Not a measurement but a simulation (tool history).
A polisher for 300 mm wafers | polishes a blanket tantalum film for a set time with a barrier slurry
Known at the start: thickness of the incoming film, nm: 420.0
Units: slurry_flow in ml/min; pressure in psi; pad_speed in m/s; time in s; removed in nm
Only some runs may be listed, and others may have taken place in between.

run	day	slurry_flow	pressure	pad_speed	slurry_solids	time	removed
1	0.000	135	1.8	1.12	1.00	74	139.61
2	0.242	135	1.9	1.12	1.00	74	149.48
3	0.358	135	1.9	1.12	0.85	74	139.56
4	0.454	135	1.9	1.26	0.85	74	150.72
5	0.525	135	1.9	1.26	0.85	74	151.63
6	0.900	135	1.9	1.26	0.85	78	161.69
7	1.183	145	2.0	1.26	0.85	78	170.89

Run 8 has not been measured yet. What should we expect?
8	1.283	145	2.1	1.26	0.85	78	?

Run 8 came out at removed 181.03 nm.
